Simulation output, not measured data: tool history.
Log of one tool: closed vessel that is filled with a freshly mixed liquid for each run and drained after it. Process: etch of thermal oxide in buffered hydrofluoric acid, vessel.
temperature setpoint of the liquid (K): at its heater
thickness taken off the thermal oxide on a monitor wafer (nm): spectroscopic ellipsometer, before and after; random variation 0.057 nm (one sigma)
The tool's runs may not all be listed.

run  hour  temperature setpoint of the liquid (K)  parts of 40 % ammonium fluoride to one part of 49 % hydrofluoric acid (parts by volume)  time in the liquid (s)  thickness taken off the thermal oxide on a monitor wafer (nm)
  1   0.0                                  295.15                                                                                     22.0                      30                                                         13.697
  2   1.3                                  295.15                                                                                     18.0                      30                                                         16.195
  3   6.3                                  294.65                                                                                     18.5                      30                                                         15.355
  4  14.3                                  294.15                                                                                     19.0                      30                                                         14.526
  5  22.9                                  296.65                                                                                     19.0                      30                                                         16.488
  6  26.5                                  296.15                                                                                     19.5                      30                                                         15.603

Run 7 comes next. What will it give?
  7  28.4                                  295.65                                                                                     20.0                      30                                                              ?

{"run 7": {"thickness taken off the thermal oxide on a monitor wafer (nm)": 14.902}}

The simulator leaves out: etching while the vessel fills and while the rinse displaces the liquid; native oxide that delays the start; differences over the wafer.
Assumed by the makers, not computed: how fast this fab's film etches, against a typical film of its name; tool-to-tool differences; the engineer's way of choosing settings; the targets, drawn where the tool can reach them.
